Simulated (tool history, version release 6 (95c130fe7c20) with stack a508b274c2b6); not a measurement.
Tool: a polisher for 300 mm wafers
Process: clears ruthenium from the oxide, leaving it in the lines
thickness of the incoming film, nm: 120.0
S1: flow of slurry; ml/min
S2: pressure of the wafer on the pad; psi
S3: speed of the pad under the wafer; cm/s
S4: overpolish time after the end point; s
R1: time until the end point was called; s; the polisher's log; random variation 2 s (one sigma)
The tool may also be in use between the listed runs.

Run 1, hour 0.0: S1 235 ml/min, S2 2.0 psi, S3 80 cm/s, S4 7 s. Result: R1 119.950 s.
Run 2, hour 6.4: S1 275 ml/min, S2 2.0 psi, S3 80 cm/s, S4 7 s. Result: R1 115.590 s.
Run 3, hour 7.9: S1 275 ml/min, S2 2.0 psi, S3 100 cm/s, S4 7 s. Result: R1 95.646 s.
Run 4, hour 13.5: S1 275 ml/min, S2 2.0 psi, S3 100 cm/s, S4 7 s. Result: R1 93.868 s.
Run 5, hour 14.4: S1 330 ml/min, S2 2.0 psi, S3 100 cm/s, S4 7 s. Result: R1 93.886 s.
Run 6, hour 15.3: S1 330 ml/min, S2 1.7 psi, S3 92 cm/s, S4 7 s. Result: R1 117.570 s.
Run 7, hour 18.1: S1 330 ml/min, S2 1.5 psi, S3 86 cm/s, S4 7 s. Result: R1 140.920 s.
Run 8, hour 18.9: S1 330 ml/min, S2 1.3 psi, S3 82 cm/s, S4 7 s. Result: R1 170.670 s.

Run 9 comes next. What will it give?
Run 9, hour 21.7: S1 325 ml/min, S2 1.2 psi, S3 82 cm/s, S4 7 s. Result: R1 ?.

{"run 9": {"R1": 183.48}}
